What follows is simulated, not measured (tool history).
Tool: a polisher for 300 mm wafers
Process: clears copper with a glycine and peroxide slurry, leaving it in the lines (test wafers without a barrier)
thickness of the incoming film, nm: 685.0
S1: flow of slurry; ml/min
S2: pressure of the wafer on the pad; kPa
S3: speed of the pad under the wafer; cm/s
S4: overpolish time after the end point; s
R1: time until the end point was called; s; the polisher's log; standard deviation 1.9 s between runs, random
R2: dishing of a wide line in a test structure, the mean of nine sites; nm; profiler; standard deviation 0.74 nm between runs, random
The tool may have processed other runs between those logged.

| run | hour | S1 | S2 | S3 | S4 | R1 | R2 |
|---|---|---|---|---|---|---|---|
| 1 | 0 | 225 | 12.4 | 126 | 28 | 135.92 | 41.197 |
| 2 | 1.4 | 180 | 12.4 | 126 | 28 | 140.35 | 41.577 |
| 3 | 2.1 | 180 | 12.4 | 152 | 28 | 124.13 | 41.894 |
| 4 | 5.6 | 175 | 11 | 150 | 29 | 139.31 | 39.698 |
| 5 | 14.6 | 170 | 10.3 | 148 | 32 | 145.37 | 41.356 |
| 6 | 16 | 170 | 12.4 | 148 | 32 | 127.14 | 43.657 |
| 7 | 21.2 | 170 | 11 | 146 | 33 | 137.76 | 42.93 |
| 8 | 23.6 | 170 | 9.7 | 144 | 33 | 156.6 | 41.086 |

Run 9 has not been measured yet. What should we expect?
| 9 | 25.3 | 170 | 9 | 144 | 33 | ? | ? |

R1: 162.55 s
R2: 41.597 nm

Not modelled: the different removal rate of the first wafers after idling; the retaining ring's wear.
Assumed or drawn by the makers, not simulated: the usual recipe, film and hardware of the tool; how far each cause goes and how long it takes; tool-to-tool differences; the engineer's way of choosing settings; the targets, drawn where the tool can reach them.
